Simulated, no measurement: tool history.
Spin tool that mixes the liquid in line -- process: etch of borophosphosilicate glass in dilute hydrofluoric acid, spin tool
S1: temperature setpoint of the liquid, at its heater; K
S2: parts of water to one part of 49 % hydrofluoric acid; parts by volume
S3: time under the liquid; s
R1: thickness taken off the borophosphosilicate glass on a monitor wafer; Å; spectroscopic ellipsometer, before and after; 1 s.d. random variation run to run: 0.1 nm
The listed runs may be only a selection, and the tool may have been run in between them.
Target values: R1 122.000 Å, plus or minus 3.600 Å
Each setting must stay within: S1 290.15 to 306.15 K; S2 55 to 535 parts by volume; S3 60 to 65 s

Run 1, day 0.000: S1 298.15 K, S2 295 parts by volume, S3 60 s. Result: R1 90.634 Å.
Run 2, day 0.279: S1 299.15 K, S2 295 parts by volume, S3 60 s. Result: R1 94.874 Å.
Run 3, day 0.617: S1 299.65 K, S2 295 parts by volume, S3 60 s. Result: R1 97.340 Å.
Run 4, day 0.708: S1 299.65 K, S2 295 parts by volume, S3 60 s. Result: R1 97.946 Å.
Run 5, day 0.875: S1 299.65 K, S2 295 parts by volume, S3 60 s. Result: R1 97.429 Å.
Run 6, day 0.912: S1 299.65 K, S2 385 parts by volume, S3 60 s. Result: R1 67.041 Å.
Run 7, day 1.196: S1 300.15 K, S2 375 parts by volume, S3 60 s. Result: R1 71.393 Å.
Run 8, day 1.321: S1 300.65 K, S2 365 parts by volume, S3 60 s. Result: R1 76.532 Å.
Run 9, day 1.592: S1 304.65 K, S2 290 parts by volume, S3 60 s. Result: R1 117.340 Å.
At day 1.854: hydrofluoric acid flow meter replaced.
Run 10, day 1.854: S1 305.15 K, S2 290 parts by volume, S3 60 s. Result: R1 107.670 Å.
Run 11, day 2.046: S1 305.15 K, S2 285 parts by volume, S3 60 s. Result: R1 112.580 Å.

Next run, 5 choices. One meets every target within its allowed miss, the rest don't. Which?
Run A, day 2.238: S1 302.15 K, S2 265 parts by volume, S3 60 s. Result: R1 ?.
Run B, day 2.238: S1 305.65 K, S2 290 parts by volume, S3 60 s. Result: R1 ?.
Run C, day 2.238: S1 301.65 K, S2 285 parts by volume, S3 65 s. Result: R1 ?.
Run D, day 2.238: S1 305.65 K, S2 310 parts by volume, S3 60 s. Result: R1 ?.
Run E, day 2.238: S1 305.15 K, S2 285 parts by volume, S3 65 s. Result: R1 ?.

move       R1
   A  111.980
   B  111.380
   C  108.520
   D  101.820
   E  121.560
A: further off than the last run
B: further off than the last run
C: further off than the last run
D: further off than the last run
E: every result lands within tolerance
Correct choice: E, which meets every target

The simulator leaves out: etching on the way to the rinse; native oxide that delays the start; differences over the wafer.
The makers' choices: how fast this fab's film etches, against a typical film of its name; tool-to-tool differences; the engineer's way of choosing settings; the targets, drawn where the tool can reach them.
